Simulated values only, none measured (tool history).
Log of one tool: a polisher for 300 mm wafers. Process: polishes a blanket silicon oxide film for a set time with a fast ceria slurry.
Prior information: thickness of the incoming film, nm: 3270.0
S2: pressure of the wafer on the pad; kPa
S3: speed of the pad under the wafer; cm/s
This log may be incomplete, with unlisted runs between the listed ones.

{"run": 1, "hour": 0.0, "flow of slurry (ml/min)": 200, "S2": 19.3, "S3": 76, "polishing time (s)": 22, "film removed (Å)": 2814.8}
{"run": 2, "hour": 1.2, "flow of slurry (ml/min)": 200, "S2": 19.3, "S3": 76, "polishing time (s)": 22, "film removed (Å)": 2754.3}
{"run": 3, "hour": 7.8, "flow of slurry (ml/min)": 245, "S2": 19.3, "S3": 76, "polishing time (s)": 22, "film removed (Å)": 2893.6}
{"run": 4, "hour": 15.5, "flow of slurry (ml/min)": 245, "S2": 20.7, "S3": 76, "polishing time (s)": 22, "film removed (Å)": 3002.3}
{"run": 5, "hour": 23.4, "flow of slurry (ml/min)": 245, "S2": 22.1, "S3": 76, "polishing time (s)": 22, "film removed (Å)": 3145.1}
{"run": 6, "hour": 31.9, "flow of slurry (ml/min)": 245, "S2": 22.1, "S3": 70, "polishing time (s)": 22, "film removed (Å)": 3011.1}
{"run": 7, "hour": 35.7, "flow of slurry (ml/min)": 245, "S2": 23.4, "S3": 70, "polishing time (s)": 22, "film removed (Å)": 3180.6}

Run 8, settings as shown, results not yet in. Your forecast:
{"run": 8, "hour": 39.3, "flow of slurry (ml/min)": 245, "S2": 23.4, "S3": 70, "polishing time (s)": 22, "film removed (Å)": "?"}

film removed (Å): 3191.4

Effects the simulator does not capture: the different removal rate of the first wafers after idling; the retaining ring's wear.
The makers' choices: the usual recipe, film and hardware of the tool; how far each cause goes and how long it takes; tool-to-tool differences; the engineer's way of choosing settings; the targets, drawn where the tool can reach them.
